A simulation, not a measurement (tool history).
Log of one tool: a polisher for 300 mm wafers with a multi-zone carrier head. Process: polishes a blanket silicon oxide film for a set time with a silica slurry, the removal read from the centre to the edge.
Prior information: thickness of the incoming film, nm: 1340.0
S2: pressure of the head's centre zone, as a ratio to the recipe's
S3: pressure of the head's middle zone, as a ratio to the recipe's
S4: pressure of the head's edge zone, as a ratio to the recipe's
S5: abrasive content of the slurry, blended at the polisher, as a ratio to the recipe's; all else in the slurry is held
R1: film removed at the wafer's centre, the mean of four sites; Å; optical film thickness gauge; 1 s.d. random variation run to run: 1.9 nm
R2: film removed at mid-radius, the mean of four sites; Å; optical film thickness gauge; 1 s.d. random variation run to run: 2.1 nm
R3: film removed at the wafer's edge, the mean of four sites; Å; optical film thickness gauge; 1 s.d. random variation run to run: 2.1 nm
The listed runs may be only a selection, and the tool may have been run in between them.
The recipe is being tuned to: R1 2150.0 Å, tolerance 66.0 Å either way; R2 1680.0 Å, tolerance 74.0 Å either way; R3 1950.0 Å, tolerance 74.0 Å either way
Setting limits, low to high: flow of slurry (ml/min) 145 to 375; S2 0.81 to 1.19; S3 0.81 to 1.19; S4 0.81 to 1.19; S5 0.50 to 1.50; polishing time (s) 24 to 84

{"run": 1, "day": 0.0, "flow of slurry (ml/min)": 240, "S2": 1.0, "S3": 1.0, "S4": 1.0, "S5": 1.0, "polishing time (s)": 54, "R1": 2337.9, "R2": 2324.4, "R3": 2274.7}
{"run": 2, "day": 0.292, "flow of slurry (ml/min)": 240, "S2": 0.94, "S3": 1.0, "S4": 1.0, "S5": 1.0, "polishing time (s)": 54, "R1": 2185.8, "R2": 2328.0, "R3": 2339.8}
{"run": 3, "day": 0.642, "flow of slurry (ml/min)": 240, "S2": 0.94, "S3": 1.0, "S4": 1.0, "S5": 0.95, "polishing time (s)": 54, "R1": 2159.6, "R2": 2275.0, "R3": 2230.1}
{"run": 4, "day": 0.854, "flow of slurry (ml/min)": 235, "S2": 0.95, "S3": 0.98, "S4": 1.0, "S5": 0.95, "polishing time (s)": 54, "R1": 2146.1, "R2": 2211.9, "R3": 2234.1}
{"run": 5, "day": 1.179, "flow of slurry (ml/min)": 235, "S2": 0.87, "S3": 0.98, "S4": 1.0, "S5": 0.95, "polishing time (s)": 54, "R1": 1949.8, "R2": 2200.7, "R3": 2257.8}
{"run": 6, "day": 1.479, "flow of slurry (ml/min)": 210, "S2": 0.87, "S3": 0.98, "S4": 1.0, "S5": 0.95, "polishing time (s)": 54, "R1": 1940.4, "R2": 2263.7, "R3": 2185.0}
{"run": 7, "day": 1.638, "flow of slurry (ml/min)": 215, "S2": 0.89, "S3": 0.96, "S4": 0.99, "S5": 0.95, "polishing time (s)": 54, "R1": 2007.4, "R2": 2200.7, "R3": 2196.7}
{"run": 8, "day": 1.9, "flow of slurry (ml/min)": 220, "S2": 0.9, "S3": 0.95, "S4": 0.99, "S5": 0.95, "polishing time (s)": 54, "R1": 1983.2, "R2": 2173.3, "R3": 2199.8}
{"run": 9, "day": 1.983, "flow of slurry (ml/min)": 225, "S2": 0.92, "S3": 0.94, "S4": 0.99, "S5": 0.9, "polishing time (s)": 54, "R1": 1987.5, "R2": 2078.6, "R3": 2138.1}
{"run": 10, "day": 2.117, "flow of slurry (ml/min)": 230, "S2": 0.94, "S3": 0.93, "S4": 0.99, "S5": 0.9, "polishing time (s)": 54, "R1": 2063.4, "R2": 2020.6, "R3": 2123.0}
{"run": 11, "day": 2.388, "flow of slurry (ml/min)": 230, "S2": 0.95, "S3": 0.92, "S4": 0.99, "S5": 0.9, "polishing time (s)": 54, "R1": 2064.0, "R2": 2013.3, "R3": 2142.3}
{"run": 12, "day": 2.625, "flow of slurry (ml/min)": 230, "S2": 0.96, "S3": 0.91, "S4": 0.98, "S5": 0.9, "polishing time (s)": 54, "R1": 2051.1, "R2": 1977.3, "R3": 2081.4}
{"run": 13, "day": 2.8, "flow of slurry (ml/min)": 235, "S2": 0.97, "S3": 0.9, "S4": 0.98, "S5": 0.9, "polishing time (s)": 54, "R1": 2070.0, "R2": 2003.4, "R3": 2153.5}
{"run": 14, "day": 3.004, "flow of slurry (ml/min)": 230, "S2": 0.98, "S3": 0.89, "S4": 0.98, "S5": 0.9, "polishing time (s)": 54, "R1": 2136.1, "R2": 1984.1, "R3": 2139.4}
{"run": 15, "day": 3.096, "flow of slurry (ml/min)": 230, "S2": 0.99, "S3": 0.88, "S4": 0.98, "S5": 0.9, "polishing time (s)": 54, "R1": 2150.0, "R2": 1904.9, "R3": 2124.5}

Pick the move, out of 4, that brings all results within their allowed miss; only one does.
{"run": "A", "day": 3.188, "flow of slurry (ml/min)": 225, "S2": 0.89, "S3": 0.92, "S4": 0.94, "S5": 0.9, "polishing time (s)": 60, "R1": "?", "R2": "?", "R3": "?"}
{"run": "B", "day": 3.188, "flow of slurry (ml/min)": 230, "S2": 0.98, "S3": 0.81, "S4": 0.99, "S5": 0.95, "polishing time (s)": 52, "R1": "?", "R2": "?", "R3": "?"}
{"run": "C", "day": 3.188, "flow of slurry (ml/min)": 205, "S2": 1.07, "S3": 0.81, "S4": 0.97, "S5": 0.85, "polishing time (s)": 52, "R1": "?", "R2": "?", "R3": "?"}
{"run": "D", "day": 3.188, "flow of slurry (ml/min)": 300, "S2": 0.92, "S3": 0.93, "S4": 1.04, "S5": 0.9, "polishing time (s)": 56, "R1": "?", "R2": "?", "R3": "?"}

move=A R1=2172.7 R2=2263.4 R3=2287.5
move=B R1=2152.6 R2=1832.4 R3=2111.0
move=C R1=2155.5 R2=1680.7 R3=1923.7
move=D R1=2158.0 R2=2187.2 R3=2285.6
A: lands further from the targets than the last run did
B: nearer the targets than the last run, but a result is still out of spec
C: each result inside its tolerance
D: lands further from the targets than the last run did
Correct choice: C, which meets every target
